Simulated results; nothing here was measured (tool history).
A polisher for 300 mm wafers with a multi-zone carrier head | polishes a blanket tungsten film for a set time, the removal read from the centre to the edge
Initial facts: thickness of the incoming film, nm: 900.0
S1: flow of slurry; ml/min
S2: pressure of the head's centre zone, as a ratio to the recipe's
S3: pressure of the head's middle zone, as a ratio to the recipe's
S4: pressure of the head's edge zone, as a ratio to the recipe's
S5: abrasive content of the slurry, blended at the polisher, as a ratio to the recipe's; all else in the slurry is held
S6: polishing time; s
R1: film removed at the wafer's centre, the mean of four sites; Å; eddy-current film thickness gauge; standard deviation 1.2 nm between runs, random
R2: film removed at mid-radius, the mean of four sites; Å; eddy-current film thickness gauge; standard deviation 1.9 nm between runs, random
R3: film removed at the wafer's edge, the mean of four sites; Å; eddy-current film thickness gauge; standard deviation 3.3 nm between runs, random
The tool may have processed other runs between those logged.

Run 1, hour 0.0: S1 245 ml/min, S2 1.00, S3 1.00, S4 1.00, S5 1.00, S6 62 s. Result: R1 3632.3 Å, R2 3572.3 Å, R3 3780.8 Å.
Run 2, hour 8.6: S1 245 ml/min, S2 1.00, S3 1.00, S4 0.93, S5 1.00, S6 62 s. Result: R1 3673.4 Å, R2 3554.3 Å, R3 3701.2 Å.
Run 3, hour 9.6: S1 230 ml/min, S2 0.94, S3 0.97, S4 0.94, S5 0.85, S6 57 s. Result: R1 3017.4 Å, R2 3039.4 Å, R3 3295.2 Å.
Run 4, hour 15.0: S1 230 ml/min, S2 0.94, S3 0.97, S4 0.94, S5 0.95, S6 57 s. Result: R1 3117.2 Å, R2 3119.2 Å, R3 3327.5 Å.
Run 5, hour 23.0: S1 230 ml/min, S2 0.94, S3 1.02, S4 0.94, S5 0.95, S6 57 s. Result: R1 3107.7 Å, R2 3262.9 Å, R3 3273.6 Å.
Run 6, hour 31.0: S1 230 ml/min, S2 0.94, S3 0.97, S4 0.94, S5 0.95, S6 57 s. Result: R1 3067.5 Å, R2 3183.6 Å, R3 3322.6 Å.
Run 7, hour 32.0: S1 220 ml/min, S2 0.90, S3 0.95, S4 0.93, S5 0.80, S6 54 s. Result: R1 2651.2 Å, R2 2766.7 Å, R3 3028.8 Å.
Run 8, hour 40.1: S1 210 ml/min, S2 0.87, S3 0.94, S4 0.91, S5 0.70, S6 53 s. Result: R1 2465.3 Å, R2 2615.5 Å, R3 2770.7 Å.
Run 9, hour 41.0: S1 200 ml/min, S2 0.85, S3 0.93, S4 0.93, S5 0.65, S6 52 s. Result: R1 2285.4 Å, R2 2474.5 Å, R3 2778.7 Å.

Run 10, settings as shown, results not yet in. Your forecast:
Run 10, hour 48.0: S1 190 ml/min, S2 0.84, S3 0.92, S4 0.92, S5 0.60, S6 51 s. Result: R1 ?, R2 ?, R3 ?.

Run 10 produced R1 2181.7 Å, R2 2388.0 Å, R3 2603.8 Å.
